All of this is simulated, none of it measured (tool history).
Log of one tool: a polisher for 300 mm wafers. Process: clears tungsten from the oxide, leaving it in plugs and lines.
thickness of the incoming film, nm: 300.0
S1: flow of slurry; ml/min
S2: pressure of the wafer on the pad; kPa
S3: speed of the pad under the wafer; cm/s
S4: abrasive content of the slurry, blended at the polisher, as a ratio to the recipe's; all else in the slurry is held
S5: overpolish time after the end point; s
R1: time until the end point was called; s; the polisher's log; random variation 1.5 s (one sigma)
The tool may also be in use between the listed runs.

run,hour,S1,S2,S3,S4,S5,R1
1,0.0,125,26.9,100,1.0,14,66.002
2,3.1,125,25.5,100,1.0,14,67.794
3,11.1,125,25.5,100,1.0,15,69.665
4,18.4,125,24.1,100,1.0,15,75.133
5,21.1,125,23.4,100,1.0,15,74.130
6,26.4,125,22.8,100,1.0,15,78.485
7,35.2,125,22.1,100,1.0,15,81.179

Run 8 comes next. What will it give?
8,40.7,125,21.4,100,1.0,15,?

{"run 8": {"R1": 84.419}}
